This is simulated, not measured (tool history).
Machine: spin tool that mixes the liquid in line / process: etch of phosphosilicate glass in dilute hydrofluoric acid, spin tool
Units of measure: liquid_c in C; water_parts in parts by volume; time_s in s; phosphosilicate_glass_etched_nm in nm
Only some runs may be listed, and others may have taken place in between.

run  hour  liquid_c  water_parts  time_s  phosphosilicate_glass_etched_nm
  1   0.0      21.0          165      65                           61.334
  2   2.9      22.0          165      65                           64.112
  3   6.0      23.0          165      65                           67.011
  4   8.4      23.0          220      65                           47.531
  5  16.6      20.5          220      65                           42.709
  6  17.3      20.5          220      65                           42.802
  7  18.1      24.5          180      65                           62.592

The next listed run, before its measurement:
  8  23.0      25.5          180      65                                ?

Logged for run 8: phosphosilicate_glass_etched_nm 65.536 nm.
